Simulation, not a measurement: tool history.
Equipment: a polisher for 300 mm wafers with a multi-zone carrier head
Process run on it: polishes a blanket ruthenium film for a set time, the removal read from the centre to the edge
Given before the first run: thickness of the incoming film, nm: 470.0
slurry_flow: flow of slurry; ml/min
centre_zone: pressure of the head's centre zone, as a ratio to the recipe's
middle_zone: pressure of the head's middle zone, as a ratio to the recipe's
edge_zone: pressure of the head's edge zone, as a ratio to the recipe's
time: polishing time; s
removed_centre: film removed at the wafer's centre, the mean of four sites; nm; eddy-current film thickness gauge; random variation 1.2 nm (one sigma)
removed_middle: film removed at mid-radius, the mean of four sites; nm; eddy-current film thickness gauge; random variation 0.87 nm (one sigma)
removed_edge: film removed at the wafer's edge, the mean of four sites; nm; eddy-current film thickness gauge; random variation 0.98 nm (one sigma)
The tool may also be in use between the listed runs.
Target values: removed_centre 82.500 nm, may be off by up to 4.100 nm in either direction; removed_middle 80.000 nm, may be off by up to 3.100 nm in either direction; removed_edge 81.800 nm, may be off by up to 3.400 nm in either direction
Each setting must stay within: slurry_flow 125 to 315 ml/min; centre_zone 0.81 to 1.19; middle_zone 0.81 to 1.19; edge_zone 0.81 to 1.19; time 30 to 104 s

| run | hour | slurry_flow | centre_zone | middle_zone | edge_zone | time | removed_centre | removed_middle | removed_edge |
|---|---|---|---|---|---|---|---|---|---|
| 1 | 0.0 | 205 | 1.00 | 1.00 | 1.00 | 67 | 61.492 | 63.407 | 62.769 |
| 2 | 2.1 | 205 | 1.03 | 1.00 | 1.00 | 67 | 61.987 | 62.732 | 64.804 |
| 3 | 7.0 | 220 | 1.06 | 1.02 | 0.99 | 70 | 69.912 | 68.391 | 67.731 |
| 4 | 12.9 | 225 | 1.07 | 1.04 | 1.03 | 71 | 69.758 | 69.919 | 68.312 |
| 5 | 20.3 | 225 | 1.07 | 1.04 | 1.03 | 58 | 58.668 | 57.431 | 55.577 |
| 6 | 24.4 | 220 | 1.08 | 1.04 | 1.03 | 64 | 65.166 | 62.998 | 63.540 |
| 7 | 31.6 | 215 | 1.10 | 1.06 | 1.04 | 67 | 69.868 | 67.501 | 64.519 |
| 8 | 34.5 | 220 | 1.10 | 1.05 | 1.05 | 70 | 72.147 | 68.236 | 69.552 |
| 9 | 38.4 | 220 | 1.10 | 1.06 | 1.07 | 72 | 74.026 | 70.860 | 73.207 |

4 next moves are on the table. One of them brings every result within its allowed miss. Which?
| A | 42.3 | 160 | 1.02 | 0.93 | 1.19 | 78 | ? | ? | ? |
| B | 42.3 | 195 | 1.13 | 0.93 | 1.19 | 78 | ? | ? | ? |
| C | 42.3 | 215 | 1.08 | 1.03 | 1.09 | 83 | ? | ? | ? |
| D | 42.3 | 210 | 1.02 | 0.98 | 1.12 | 86 | ? | ? | ? |

| move | removed_centre | removed_middle | removed_edge |
|---|---|---|---|
| A | 71.743 | 67.683 | 80.459 |
| B | 81.823 | 69.377 | 81.962 |
| C | 84.313 | 81.404 | 83.960 |
| D | 82.197 | 80.679 | 88.084 |
A: lands further from the targets than the last run did
B: lands further from the targets than the last run did
C: in spec on every target
D: meets the target for the result that was furthest off, but another lies outside its allowed miss
The move that meets every target is C.
